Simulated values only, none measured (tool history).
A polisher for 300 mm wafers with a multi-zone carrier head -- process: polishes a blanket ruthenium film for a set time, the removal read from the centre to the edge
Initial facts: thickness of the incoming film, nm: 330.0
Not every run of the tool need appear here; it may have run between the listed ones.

run	hour	flow of slurry (ml/min)	pressure of the head's centre zone	pressure of the head's middle zone	pressure of the head's edge zone	polishing time (s)	film removed at the wafer's centre (angstrom)	film removed at mid-radius (angstrom)	film removed at the wafer's edge (angstrom)
1	0.0	320	1.00	1.00	1.00	59	657.47	669.06	670.33
2	3.7	380	1.00	1.00	1.00	59	662.19	668.63	684.28
3	8.7	385	1.02	1.01	1.01	60	694.00	693.22	694.90
4	16.8	435	1.02	1.01	1.01	60	706.89	696.42	693.63
5	18.2	435	1.03	1.01	1.02	61	720.47	706.35	722.33
6	23.6	435	1.03	1.04	1.02	61	719.37	736.02	703.44

What will run 7 give?
7	26.3	435	1.04	1.04	1.03	62	?	?	?

film removed at the wafer's centre (angstrom): 738.32
film removed at mid-radius (angstrom): 736.43
film removed at the wafer's edge (angstrom): 724.83

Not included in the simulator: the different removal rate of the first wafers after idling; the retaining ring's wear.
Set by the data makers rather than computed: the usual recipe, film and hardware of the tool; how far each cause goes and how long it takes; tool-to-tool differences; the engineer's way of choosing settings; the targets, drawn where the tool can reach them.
